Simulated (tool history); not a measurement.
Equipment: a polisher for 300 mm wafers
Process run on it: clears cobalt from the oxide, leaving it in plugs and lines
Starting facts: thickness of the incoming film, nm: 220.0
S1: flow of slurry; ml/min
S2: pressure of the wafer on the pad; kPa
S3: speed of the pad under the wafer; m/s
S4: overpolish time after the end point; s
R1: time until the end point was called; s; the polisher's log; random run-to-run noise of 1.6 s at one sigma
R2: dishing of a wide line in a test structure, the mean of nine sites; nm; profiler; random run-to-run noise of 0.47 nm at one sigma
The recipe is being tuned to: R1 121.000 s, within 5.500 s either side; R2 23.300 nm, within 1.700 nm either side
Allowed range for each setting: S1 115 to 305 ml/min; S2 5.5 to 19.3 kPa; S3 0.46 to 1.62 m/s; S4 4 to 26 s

run    day   S1    S2    S3  S4       R1      R2
  1  0.000  195  12.4  1.04  13   53.215  36.674
  2  0.350  195  12.4  1.30  13   43.641  40.771
  3  0.392  195  11.7  1.24  13   47.729  38.097
  4  0.717  195  11.0  1.18  13   53.892  36.052
  5  1.008  240  11.0  1.18  13   51.653  36.619
  6  1.258  270  11.0  1.18  13   50.489  36.862
  7  1.400  265  10.3  1.14  13   56.335  35.566
  8  1.696  265   9.7  1.10  13   62.133  33.097
  9  1.996  265   9.0  1.06  13   69.117  31.151
 10  2.179  265   8.3  1.04  13   75.224  28.303
 11  2.388  260   8.3  1.02  13   75.072  28.568
 12  2.446  260   8.3  1.00  13   77.767  27.573
 13  2.533  260   8.3  0.98  13   79.543  26.808
 14  2.762  245   5.5  0.76  16  144.090  19.880
 15  2.938  250   5.5  0.76  16  148.380  19.877

Pick the move, out of 5, that brings all results within their allowed miss; only one does.
  A  3.112  260  6.9  0.74  13   ?   ?
  B  3.112  275  6.9  0.84  14   ?   ?
  C  3.112  250  6.9  0.80  15   ?   ?
  D  3.112  235  7.6  0.60  18   ?   ?
  E  3.112  235  6.2  0.82  16   ?   ?

move       R1      R2
   A  117.670  20.705
   B  104.980  24.165
   C  110.830  24.463
   D  129.440  25.031
   E  120.980  24.025
A: gets the furthest-off result to its target, but another result is out of tolerance
B: moves the result that the last run missed by most past its target, out the other side
C: moves the result that the last run missed by most past its target, out the other side
D: an improvement on the last run, though not all results are within tolerance
E: every result within its allowed miss
E meets every target.
